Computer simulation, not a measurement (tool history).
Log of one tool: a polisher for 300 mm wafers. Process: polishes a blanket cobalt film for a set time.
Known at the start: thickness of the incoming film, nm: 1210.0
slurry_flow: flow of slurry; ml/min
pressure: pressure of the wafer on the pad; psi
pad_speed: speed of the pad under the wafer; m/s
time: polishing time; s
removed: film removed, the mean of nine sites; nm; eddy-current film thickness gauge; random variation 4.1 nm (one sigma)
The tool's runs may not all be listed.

run  hour  slurry_flow  pressure  pad_speed  time  removed
  1     0          135       1.5       1.16    90   379.01
  2   7.6          125       1.5       1.16    90      395
  3  15.2          125       1.4       1.14    90   351.12
  4  16.4          125       1.6       1.14    90   401.18
  5  19.8          125       1.4       1.14    90   344.87
  6  27.6          125       1.4       1.14    95   374.12
  7  30.9          125       1.3       1.14    95   349.48

Forecast run 8:
  8    39          125       1.2       1.14    95        ?

removed: 315.29 nm
